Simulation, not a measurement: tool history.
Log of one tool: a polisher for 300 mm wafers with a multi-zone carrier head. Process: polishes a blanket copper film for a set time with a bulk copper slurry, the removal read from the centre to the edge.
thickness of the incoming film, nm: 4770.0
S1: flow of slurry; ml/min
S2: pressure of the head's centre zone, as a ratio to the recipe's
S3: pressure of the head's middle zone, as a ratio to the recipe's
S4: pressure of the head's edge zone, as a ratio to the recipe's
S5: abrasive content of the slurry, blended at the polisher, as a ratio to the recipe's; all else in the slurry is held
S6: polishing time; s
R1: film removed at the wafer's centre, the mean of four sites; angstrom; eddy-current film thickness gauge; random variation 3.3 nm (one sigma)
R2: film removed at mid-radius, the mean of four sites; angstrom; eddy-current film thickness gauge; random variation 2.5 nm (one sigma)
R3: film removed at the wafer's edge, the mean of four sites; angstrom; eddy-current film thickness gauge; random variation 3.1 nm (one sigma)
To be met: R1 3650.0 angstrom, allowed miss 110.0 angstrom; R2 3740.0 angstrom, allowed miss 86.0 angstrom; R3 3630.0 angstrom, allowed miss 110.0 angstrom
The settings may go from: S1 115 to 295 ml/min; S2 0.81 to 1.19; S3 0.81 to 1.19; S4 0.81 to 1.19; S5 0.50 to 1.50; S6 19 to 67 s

run,hour,S1,S2,S3,S4,S5,S6,R1,R2,R3
1,0.0,190,1.00,1.00,1.00,1.00,43,2974.4,3024.5,2980.5
2,7.1,205,1.02,1.02,1.04,1.05,43,3081.6,3163.0,3072.7
3,15.6,210,1.03,1.03,1.07,1.15,43,3223.9,3275.3,3206.7
4,18.9,210,1.03,1.03,1.07,1.15,38,2879.9,2863.2,2857.1
5,22.8,230,1.03,1.03,1.07,1.15,38,2936.0,2871.1,2866.5
6,30.2,225,1.04,1.04,1.09,1.25,39,3051.7,3022.2,3003.8
7,32.3,225,1.05,1.05,1.11,1.30,40,3202.8,3178.5,3142.0
8,38.8,230,1.05,1.06,1.13,1.35,41,3402.0,3337.2,3288.0
9,41.9,235,1.04,1.07,1.14,1.40,41,3358.9,3364.5,3358.1
10,47.2,235,1.04,1.07,1.14,1.40,41,3311.0,3386.3,3384.3
11,50.5,240,1.05,1.08,1.15,1.40,41,3374.5,3438.7,3393.1
12,55.7,245,1.06,1.09,1.16,1.40,41,3437.0,3483.8,3401.0
13,57.8,250,1.06,1.09,1.17,1.40,41,3431.2,3483.9,3402.8
14,59.7,255,1.06,1.10,1.18,1.45,42,3496.8,3613.3,3487.8

5 next moves are on the table. One of them brings every result within its allowed miss. Which?
A,61.6,255,1.03,1.14,1.19,1.30,43,?,?,?
B,61.6,255,1.02,1.14,1.19,1.35,43,?,?,?
C,61.6,285,1.15,1.18,1.14,1.25,42,?,?,?
D,61.6,245,1.00,1.08,1.17,1.45,43,?,?,?
E,61.6,210,1.05,1.09,1.14,1.50,44,?,?,?

move,R1,R2,R3
A,3490.9,3726.7,3549.1
B,3489.4,3762.1,3582.5
C,3820.4,3752.7,3383.4
D,3464.2,3641.2,3606.1
E,3684.0,3721.6,3624.0
A: brings the result that was furthest off to its target, and leaves another outside
B: brings the result that was furthest off to its target, and leaves another outside
C: brings the result that was furthest off to its target, and leaves another outside
D: further off than the last run
E: meets every target
Move E is the one to make.
